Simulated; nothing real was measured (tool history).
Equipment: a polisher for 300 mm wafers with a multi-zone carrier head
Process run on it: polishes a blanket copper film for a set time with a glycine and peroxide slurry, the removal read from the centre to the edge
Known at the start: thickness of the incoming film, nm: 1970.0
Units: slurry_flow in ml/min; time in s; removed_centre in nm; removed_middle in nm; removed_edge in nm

run	hour	slurry_flow	centre_zone	middle_zone	edge_zone	time	removed_centre	removed_middle	removed_edge
1	0.0	220	1.00	1.00	1.00	48	188.96	190.42	190.10
2	3.8	220	1.06	1.00	1.00	48	202.86	188.73	191.76
3	12.5	225	1.05	1.00	0.98	45	186.60	179.37	175.78
4	19.2	225	1.05	1.00	0.95	45	187.27	178.04	174.24
5	25.5	225	1.05	1.00	1.03	45	187.09	178.81	182.47
6	27.3	225	1.10	1.00	1.03	45	194.32	179.35	182.09
7	35.0	225	1.08	1.00	1.00	43	182.81	173.02	171.24

Run 8, settings as shown, results not yet in. Your forecast:
8	41.3	225	1.07	1.00	0.98	41	?	?	?

{"run 8": {"removed_centre": 173.86, "removed_middle": 161.97, "removed_edge": 161.03}}
